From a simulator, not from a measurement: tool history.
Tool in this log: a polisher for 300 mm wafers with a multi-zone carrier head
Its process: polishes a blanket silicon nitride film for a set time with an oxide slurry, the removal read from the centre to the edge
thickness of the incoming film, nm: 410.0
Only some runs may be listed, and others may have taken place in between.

run	day	flow of slurry (ml/min)	pressure of the head's centre zone	pressure of the head's middle zone	pressure of the head's edge zone	abrasive content of the slurry	polishing time (s)	film removed at the wafer's centre (Å)	film removed at mid-radius (Å)	film removed at the wafer's edge (Å)
1	0.000	125	1.00	1.00	1.00	1.00	63	472.89	479.25	490.56
2	0.367	120	0.98	0.99	0.98	0.95	63	443.76	451.32	459.60
3	0.617	120	1.05	0.99	0.98	0.95	63	479.86	453.98	462.81
4	0.954	120	1.05	1.05	0.98	0.95	63	479.63	476.29	467.31
5	1.271	115	1.02	1.03	0.97	0.90	63	448.24	450.51	432.87
6	1.638	115	1.02	1.03	1.01	0.90	63	444.42	452.03	448.34

Run 7 has not been measured yet. What should we expect?
7	1.967	110	0.99	1.01	1.01	0.85	63	?	?	?

Logged for run 7: film removed at the wafer's centre (Å) 416.26, film removed at mid-radius (Å) 423.51, film removed at the wafer's edge (Å) 438.60.
